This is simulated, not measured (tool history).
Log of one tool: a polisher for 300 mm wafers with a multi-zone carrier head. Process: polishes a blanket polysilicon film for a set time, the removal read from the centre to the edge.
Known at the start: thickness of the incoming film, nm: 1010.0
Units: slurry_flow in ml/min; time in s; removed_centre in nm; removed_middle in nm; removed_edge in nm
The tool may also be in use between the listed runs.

run  hour  slurry_flow  centre_zone  middle_zone  edge_zone  time  removed_centre  removed_middle  removed_edge
  1   0.0          310         1.00         1.00       1.00    33          237.93          234.70        244.12
  2   5.4          310         0.93         1.00       1.00    33          222.39          239.81        245.21
  3   6.3          260         0.93         1.00       1.00    33          215.99          233.34        237.53
  4  12.6          260         0.93         0.99       1.01    33          217.49          232.12        239.87
  5  21.0          260         0.93         0.99       1.01    27          177.08          192.86        200.77
  6  22.0          260         0.89         0.99       1.01    27          169.97          186.61        198.52
  7  23.8          270         0.90         0.99       1.03    27          173.13          185.89        199.56
  8  25.8          275         0.90         0.99       1.04    28          180.33          196.38        207.66
  9  32.8          285         0.90         0.98       1.05    28          181.10          196.30        207.85
 10  38.6          290         0.90         0.97       1.06    28          179.68          196.36        218.09
 11  41.2          300         0.91         0.97       1.06    28          182.42          192.04        211.53
 12  45.7          300         0.91         0.97       1.06    28          185.65          192.36        210.15
 13  54.6          300         0.91         0.97       1.07    28          184.68          195.66        213.78
 14  60.8          300         0.91         0.97       1.07    28          183.70          195.15        213.49
 15  66.8          305         0.91         0.97       1.08    28          181.24          194.52        209.68
 16  69.8          310         0.91         0.96       1.08    28          185.86          190.05        217.98

The next listed run, before its measurement:
 17  75.2          315         0.91         0.96       1.09    28               ?               ?             ?

{"run 17": {"removed_centre": 185.43, "removed_middle": 194.68, "removed_edge": 218.01}}
